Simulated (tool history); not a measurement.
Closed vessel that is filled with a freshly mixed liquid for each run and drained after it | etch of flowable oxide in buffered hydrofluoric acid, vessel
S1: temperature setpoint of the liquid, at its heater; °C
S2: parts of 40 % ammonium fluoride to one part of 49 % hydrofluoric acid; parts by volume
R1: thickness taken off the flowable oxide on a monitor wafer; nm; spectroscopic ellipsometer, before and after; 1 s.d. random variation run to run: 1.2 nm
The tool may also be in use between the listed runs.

Run 1, day 0: S1 23 °C, S2 14.5 parts by volume, time in the liquid (s) 90. Result: R1 165.1 nm.
Run 2, day 0.046: S1 24 °C, S2 14.5 parts by volume, time in the liquid (s) 90. Result: R1 174.34 nm.
Run 3, day 0.096: S1 21 °C, S2 14.5 parts by volume, time in the liquid (s) 90. Result: R1 147.48 nm.
Run 4, day 0.129: S1 21 °C, S2 17 parts by volume, time in the liquid (s) 90. Result: R1 126.96 nm.
Run 5, day 0.412: S1 23.5 °C, S2 17 parts by volume, time in the liquid (s) 90. Result: R1 144.88 nm.
Run 6, day 0.771: S1 25 °C, S2 17 parts by volume, time in the liquid (s) 90. Result: R1 155.38 nm.
Run 7, day 0.892: S1 26.5 °C, S2 17 parts by volume, time in the liquid (s) 90. Result: R1 169.71 nm.

Expected results for the next run?
Run 8, day 0.958: S1 27.5 °C, S2 17 parts by volume, time in the liquid (s) 90. Result: R1 ?.

R1: 178.04 nm

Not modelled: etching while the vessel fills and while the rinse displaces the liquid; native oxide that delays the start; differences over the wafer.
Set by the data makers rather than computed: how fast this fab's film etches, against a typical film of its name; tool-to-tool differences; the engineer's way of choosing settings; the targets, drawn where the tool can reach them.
